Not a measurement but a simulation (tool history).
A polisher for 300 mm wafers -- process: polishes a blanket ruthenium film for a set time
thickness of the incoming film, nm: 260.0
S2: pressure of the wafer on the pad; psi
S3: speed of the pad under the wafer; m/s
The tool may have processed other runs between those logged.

run 1 hour=0.0 | flow_of_slurry_(ml/min)=275 S2=1.6 S3=1.08 polishing_time_(s)=70 | film_removed_(nm)=72.299
run 2 hour=4.6 | flow_of_slurry_(ml/min)=275 S2=1.3 S3=1.08 polishing_time_(s)=70 | film_removed_(nm)=59.106
run 3 hour=8.6 | flow_of_slurry_(ml/min)=275 S2=1.4 S3=1.08 polishing_time_(s)=70 | film_removed_(nm)=62.434
run 4 hour=14.0 | flow_of_slurry_(ml/min)=275 S2=1.0 S3=1.08 polishing_time_(s)=70 | film_removed_(nm)=45.129
run 5 hour=16.1 | flow_of_slurry_(ml/min)=335 S2=1.0 S3=1.08 polishing_time_(s)=70 | film_removed_(nm)=45.797
run 6 hour=24.7 | flow_of_slurry_(ml/min)=335 S2=1.2 S3=1.08 polishing_time_(s)=70 | film_removed_(nm)=55.635
run 7 hour=30.0 | flow_of_slurry_(ml/min)=340 S2=1.3 S3=1.08 polishing_time_(s)=70 | film_removed_(nm)=59.910
run 8 hour=34.9 | flow_of_slurry_(ml/min)=345 S2=1.4 S3=1.08 polishing_time_(s)=70 | film_removed_(nm)=62.991

What does the tool deliver on the next run?
run 9 hour=41.7 | flow_of_slurry_(ml/min)=345 S2=1.5 S3=1.08 polishing_time_(s)=70 | film_removed_(nm)=?

For run 9 the tool returned film removed (nm) 68.251.
